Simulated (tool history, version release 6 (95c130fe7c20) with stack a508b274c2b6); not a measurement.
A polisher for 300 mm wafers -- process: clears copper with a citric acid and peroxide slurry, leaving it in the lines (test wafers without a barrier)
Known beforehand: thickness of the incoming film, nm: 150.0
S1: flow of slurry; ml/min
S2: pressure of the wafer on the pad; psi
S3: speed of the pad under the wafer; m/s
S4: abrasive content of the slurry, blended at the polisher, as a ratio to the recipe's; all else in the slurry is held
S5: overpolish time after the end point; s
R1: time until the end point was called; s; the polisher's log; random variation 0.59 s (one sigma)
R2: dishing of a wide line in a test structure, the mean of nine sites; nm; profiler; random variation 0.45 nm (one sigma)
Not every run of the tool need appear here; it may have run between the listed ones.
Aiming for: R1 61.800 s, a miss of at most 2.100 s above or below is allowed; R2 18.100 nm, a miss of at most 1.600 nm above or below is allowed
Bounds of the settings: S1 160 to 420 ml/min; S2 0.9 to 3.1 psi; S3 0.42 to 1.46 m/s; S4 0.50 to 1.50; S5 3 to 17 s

Run 1, hour 0.0: S1 270 ml/min, S2 2.0 psi, S3 0.94 m/s, S4 1.00, S5 9 s. Result: R1 104.070 s, R2 10.711 nm.
Run 2, hour 2.9: S1 270 ml/min, S2 2.4 psi, S3 0.94 m/s, S4 1.00, S5 9 s. Result: R1 90.777 s, R2 12.054 nm.
Run 3, hour 6.1: S1 270 ml/min, S2 2.6 psi, S3 0.98 m/s, S4 1.00, S5 9 s. Result: R1 81.094 s, R2 12.755 nm.
Run 4, hour 12.0: S1 270 ml/min, S2 2.3 psi, S3 0.98 m/s, S4 1.00, S5 9 s. Result: R1 89.778 s, R2 11.478 nm.
Run 5, hour 13.7: S1 270 ml/min, S2 2.5 psi, S3 1.00 m/s, S4 1.00, S5 9 s. Result: R1 82.642 s, R2 12.737 nm.
Run 6, hour 19.3: S1 270 ml/min, S2 2.5 psi, S3 1.18 m/s, S4 1.00, S5 9 s. Result: R1 69.212 s, R2 15.667 nm.
Run 7, hour 19.9: S1 270 ml/min, S2 2.6 psi, S3 1.18 m/s, S4 1.00, S5 9 s. Result: R1 68.256 s, R2 15.779 nm.
Run 8, hour 27.2: S1 270 ml/min, S2 2.7 psi, S3 1.18 m/s, S4 1.00, S5 9 s. Result: R1 66.523 s, R2 15.558 nm.
Run 9, hour 34.7: S1 270 ml/min, S2 2.8 psi, S3 1.18 m/s, S4 1.00, S5 9 s. Result: R1 64.049 s, R2 15.421 nm.

Exercise: of the 5 proposed moves below, exactly one satisfies all targets within the stated allowed misses. Which move is it?
Run A, hour 42.2: S1 245 ml/min, S2 3.0 psi, S3 1.14 m/s, S4 1.10, S5 10 s. Result: R1 ?, R2 ?.
Run B, hour 42.2: S1 260 ml/min, S2 2.9 psi, S3 1.12 m/s, S4 0.95, S5 8 s. Result: R1 ?, R2 ?.
Run C, hour 42.2: S1 225 ml/min, S2 2.9 psi, S3 1.12 m/s, S4 1.00, S5 8 s. Result: R1 ?, R2 ?.
Run D, hour 42.2: S1 200 ml/min, S2 2.9 psi, S3 1.22 m/s, S4 0.85, S5 7 s. Result: R1 ?, R2 ?.
Run E, hour 42.2: S1 290 ml/min, S2 2.5 psi, S3 1.20 m/s, S4 1.10, S5 8 s. Result: R1 ?, R2 ?.

move      R1      R2
   A  61.097  17.603
   B  66.012  13.500
   C  66.106  13.483
   D  64.332  12.247
   E  66.226  13.430
A: each result inside its tolerance
B: moves away from the targets compared with the last run
C: moves away from the targets compared with the last run
D: moves away from the targets compared with the last run
E: moves away from the targets compared with the last run
So the answer is move A, the one that meets all the targets.

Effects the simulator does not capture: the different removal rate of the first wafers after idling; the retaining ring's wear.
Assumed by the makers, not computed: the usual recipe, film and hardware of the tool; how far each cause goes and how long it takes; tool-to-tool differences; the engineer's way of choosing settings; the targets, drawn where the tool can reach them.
